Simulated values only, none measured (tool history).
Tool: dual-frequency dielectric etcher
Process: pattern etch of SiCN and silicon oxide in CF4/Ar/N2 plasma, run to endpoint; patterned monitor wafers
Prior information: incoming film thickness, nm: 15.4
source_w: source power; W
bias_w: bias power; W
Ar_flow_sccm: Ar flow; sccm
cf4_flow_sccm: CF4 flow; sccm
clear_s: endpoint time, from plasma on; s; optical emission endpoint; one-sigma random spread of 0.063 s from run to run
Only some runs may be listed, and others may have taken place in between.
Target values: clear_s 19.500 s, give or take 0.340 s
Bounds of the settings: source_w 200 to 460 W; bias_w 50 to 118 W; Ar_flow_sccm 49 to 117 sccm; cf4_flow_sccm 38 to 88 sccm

run 1 day=0.000 | source_w=330 bias_w=84 Ar_flow_sccm=83 cf4_flow_sccm=63 | clear_s=22.784
run 2 day=0.104 | source_w=350 bias_w=84 Ar_flow_sccm=83 cf4_flow_sccm=63 | clear_s=21.494
run 3 day=0.179 | source_w=360 bias_w=84 Ar_flow_sccm=83 cf4_flow_sccm=63 | clear_s=20.829
run 4 day=0.529 | source_w=320 bias_w=84 Ar_flow_sccm=83 cf4_flow_sccm=63 | clear_s=23.597
run 5 day=0.900 | source_w=340 bias_w=84 Ar_flow_sccm=83 cf4_flow_sccm=63 | clear_s=22.083
run 6 day=1.192 | source_w=340 bias_w=84 Ar_flow_sccm=96 cf4_flow_sccm=63 | clear_s=22.480
run 7 day=1.271 | source_w=350 bias_w=84 Ar_flow_sccm=96 cf4_flow_sccm=63 | clear_s=21.942
-- day=1.462 source power generator calibrated
run 8 day=1.462 | source_w=360 bias_w=84 Ar_flow_sccm=96 cf4_flow_sccm=63 | clear_s=21.949
run 9 day=1.538 | source_w=370 bias_w=84 Ar_flow_sccm=96 cf4_flow_sccm=63 | clear_s=21.397

Next run, 4 choices. One meets every target within its allowed miss, the rest don't. Which?
run A day=1.612 | source_w=440 bias_w=76 Ar_flow_sccm=86 cf4_flow_sccm=47 | clear_s=?
run B day=1.612 | source_w=380 bias_w=90 Ar_flow_sccm=93 cf4_flow_sccm=66 | clear_s=?
run C day=1.612 | source_w=430 bias_w=84 Ar_flow_sccm=106 cf4_flow_sccm=61 | clear_s=?
run D day=1.612 | source_w=380 bias_w=94 Ar_flow_sccm=84 cf4_flow_sccm=66 | clear_s=?

move=A clear_s=18.772
move=B clear_s=20.046
move=C clear_s=18.612
move=D clear_s=19.383
A: takes the result that was furthest off past its target
B: closes in on the targets versus the last run, not all within tolerance yet
C: takes the result that was furthest off past its target
D: every result lands within tolerance
Go with D: it meets all targets.
